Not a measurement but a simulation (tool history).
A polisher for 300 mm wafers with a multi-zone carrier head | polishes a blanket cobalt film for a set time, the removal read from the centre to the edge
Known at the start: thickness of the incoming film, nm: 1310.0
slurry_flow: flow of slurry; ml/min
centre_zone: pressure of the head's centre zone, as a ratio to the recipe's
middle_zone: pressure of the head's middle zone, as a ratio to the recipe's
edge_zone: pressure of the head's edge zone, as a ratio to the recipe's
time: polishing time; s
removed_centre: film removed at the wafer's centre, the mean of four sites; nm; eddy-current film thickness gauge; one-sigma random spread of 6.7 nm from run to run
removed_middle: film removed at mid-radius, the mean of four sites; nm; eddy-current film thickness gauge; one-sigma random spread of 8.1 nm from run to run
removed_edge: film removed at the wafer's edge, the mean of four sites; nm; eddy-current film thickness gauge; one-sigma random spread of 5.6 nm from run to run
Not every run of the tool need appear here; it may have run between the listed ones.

run 1 hour=0 | slurry_flow=260 centre_zone=1 middle_zone=1 edge_zone=1 time=71 | removed_centre=434.71 removed_middle=417.78 removed_edge=416
run 2 hour=1.3 | slurry_flow=265 centre_zone=1.02 middle_zone=1.01 edge_zone=1.02 time=74 | removed_centre=464.62 removed_middle=447.96 removed_edge=442.39
run 3 hour=5.1 | slurry_flow=265 centre_zone=1.06 middle_zone=1.01 edge_zone=1.02 time=74 | removed_centre=482.31 removed_middle=446.33 removed_edge=438.02
run 4 hour=8.5 | slurry_flow=200 centre_zone=1.06 middle_zone=1.01 edge_zone=1.02 time=74 | removed_centre=452.91 removed_middle=421.35 removed_edge=421.71
run 5 hour=16.2 | slurry_flow=200 centre_zone=1.06 middle_zone=1.01 edge_zone=0.97 time=74 | removed_centre=459.13 removed_middle=434.65 removed_edge=424.56
run 6 hour=23.1 | slurry_flow=210 centre_zone=1.07 middle_zone=1.01 edge_zone=0.97 time=77 | removed_centre=489.68 removed_middle=452.49 removed_edge=443.65
run 7 hour=26.9 | slurry_flow=245 centre_zone=1.17 middle_zone=1.11 edge_zone=1.07 time=89 | removed_centre=621.2 removed_middle=578.23 removed_edge=538.67
run 8 hour=28.6 | slurry_flow=245 centre_zone=1.17 middle_zone=1.1 edge_zone=1.07 time=89 | removed_centre=631.25 removed_middle=556.04 removed_edge=528.66

Run 9 comes next. What will it give?
run 9 hour=30.6 | slurry_flow=245 centre_zone=1.17 middle_zone=1.1 edge_zone=1.08 time=89 | removed_centre=? removed_middle=? removed_edge=?

{"run 9": {"removed_centre": 621.82, "removed_middle": 567.76, "removed_edge": 537.25}}
